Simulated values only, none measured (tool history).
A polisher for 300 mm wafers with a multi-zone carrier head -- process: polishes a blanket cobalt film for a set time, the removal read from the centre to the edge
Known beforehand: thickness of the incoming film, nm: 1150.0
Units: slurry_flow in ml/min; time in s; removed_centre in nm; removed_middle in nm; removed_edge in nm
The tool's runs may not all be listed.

Run 1, day 0: slurry_flow 300 ml/min, centre_zone 1, middle_zone 1, edge_zone 1, time 67 s. Result: removed_centre 239.13 nm, removed_middle 234.58 nm, removed_edge 236.83 nm.
Run 2, day 0.296: slurry_flow 285 ml/min, centre_zone 0.97, middle_zone 0.95, edge_zone 0.99, time 65 s. Result: removed_centre 225.64 nm, removed_middle 224.88 nm, removed_edge 230.29 nm.
Run 3, day 0.483: slurry_flow 285 ml/min, centre_zone 0.97, middle_zone 0.89, edge_zone 0.99, time 65 s. Result: removed_centre 224.82 nm, removed_middle 212.51 nm, removed_edge 228.55 nm.
Run 4, day 0.704: slurry_flow 285 ml/min, centre_zone 0.97, middle_zone 0.89, edge_zone 0.96, time 65 s. Result: removed_centre 221.41 nm, removed_middle 210.15 nm, removed_edge 226.94 nm.
Run 5, day 0.979: slurry_flow 290 ml/min, centre_zone 0.95, middle_zone 0.87, edge_zone 0.99, time 62 s. Result: removed_centre 208.04 nm, removed_middle 196.55 nm, removed_edge 218.87 nm.
Run 6, day 1.179: slurry_flow 295 ml/min, centre_zone 0.94, middle_zone 0.86, edge_zone 1, time 61 s. Result: removed_centre 200.86 nm, removed_middle 195.13 nm, removed_edge 216.63 nm.
Run 7, day 1.383: slurry_flow 290 ml/min, centre_zone 0.94, middle_zone 0.85, edge_zone 1.02, time 60 s. Result: removed_centre 202.52 nm, removed_middle 189.49 nm, removed_edge 216.26 nm.

The next listed run, before its measurement:
Run 8, day 1.758: slurry_flow 290 ml/min, centre_zone 0.94, middle_zone 0.85, edge_zone 1.02, time 60 s. Result: removed_centre ?, removed_middle ?, removed_edge ?.

Run 8 gave removed_centre 199.86 nm, removed_middle 188.11 nm, removed_edge 215.17 nm.
